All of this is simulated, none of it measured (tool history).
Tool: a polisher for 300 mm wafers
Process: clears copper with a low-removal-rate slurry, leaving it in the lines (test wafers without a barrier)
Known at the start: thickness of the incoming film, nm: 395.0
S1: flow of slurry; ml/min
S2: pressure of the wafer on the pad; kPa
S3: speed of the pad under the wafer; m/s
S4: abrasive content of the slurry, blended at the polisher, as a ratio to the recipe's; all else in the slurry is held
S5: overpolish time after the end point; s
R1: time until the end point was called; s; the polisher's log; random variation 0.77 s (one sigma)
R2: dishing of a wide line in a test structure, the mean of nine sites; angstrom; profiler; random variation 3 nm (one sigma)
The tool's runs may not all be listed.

run	day	S1	S2	S3	S4	S5	R1	R2
1	0.000	300	20.7	1.42	1.0	29	99.575	764.06
2	0.092	300	20.7	1.74	1.0	29	80.169	850.32
3	0.417	300	20.7	1.74	0.8	29	84.495	784.23
4	0.542	300	17.2	1.74	0.8	29	96.436	766.04
5	0.808	305	19.3	1.76	0.8	32	88.590	826.97
6	0.892	305	17.2	1.76	0.8	32	96.410	745.49
7	1.079	305	19.3	1.76	0.8	35	89.852	902.13
8	1.200	305	21.4	1.76	0.8	36	79.653	990.25
9	1.421	305	22.8	1.76	0.8	37	78.146	1005.90
10	1.796	305	24.1	1.76	0.8	38	74.352	1056.40
11	1.938	305	24.8	1.76	0.8	39	73.001	1086.20
12	2.046	305	25.5	1.76	0.8	40	72.208	1129.00
13	2.100	305	26.2	1.76	0.8	41	68.460	1154.70

The next listed run, before its measurement:
14	2.125	305	28.3	1.78	0.8	46	?	?

{"run 14": {"R1": 63.858, "R2": 1219.1}}
